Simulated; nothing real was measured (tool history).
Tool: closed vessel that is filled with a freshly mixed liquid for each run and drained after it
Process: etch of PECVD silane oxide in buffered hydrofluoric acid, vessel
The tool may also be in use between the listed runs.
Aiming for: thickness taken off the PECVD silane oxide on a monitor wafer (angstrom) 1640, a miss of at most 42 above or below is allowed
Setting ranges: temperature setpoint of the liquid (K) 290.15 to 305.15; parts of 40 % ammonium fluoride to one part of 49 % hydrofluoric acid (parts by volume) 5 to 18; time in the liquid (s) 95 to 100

| run | hour | temperature setpoint of the liquid (K) | parts of 40 % ammonium fluoride to one part of 49 % hydrofluoric acid (parts by volume) | time in the liquid (s) | thickness taken off the PECVD silane oxide on a monitor wafer (angstrom) |
|---|---|---|---|---|---|
| 1 | 0 | 297.15 | 11 | 95 | 2067.4 |
| 2 | 7.5 | 297.15 | 9 | 95 | 2430.6 |
| 3 | 16.2 | 297.15 | 7.5 | 95 | 2969 |
| 4 | 23.9 | 295.15 | 8 | 95 | 2487.3 |
| 5 | 29.2 | 293.65 | 8.5 | 95 | 2152.4 |
| 6 | 32.5 | 291.15 | 8.5 | 95 | 1845.3 |
| 7 | 39.2 | 290.65 | 8.5 | 95 | 1810.8 |
| 8 | 45.2 | 290.65 | 8.5 | 95 | 1830.9 |

Below are 4 possible settings for the next run. Only one of them brings all results inside the allowed miss of their targets. Which is it?
| A | 51.2 | 290.15 | 9 | 95 | ? |
| B | 51.2 | 290.15 | 9 | 100 | ? |
| C | 51.2 | 290.15 | 7 | 95 | ? |
| D | 51.2 | 291.15 | 9 | 95 | ? |

| move | thickness taken off the PECVD silane oxide on a monitor wafer (angstrom) |
|---|---|
| A | 1637.8 |
| B | 1724 |
| C | 2150.5 |
| D | 1733.7 |
A: all results in spec
B: nearer than the last run, and not there yet
C: moves away from the targets compared with the last run
D: nearer than the last run, and not there yet
Move A is the one to make.
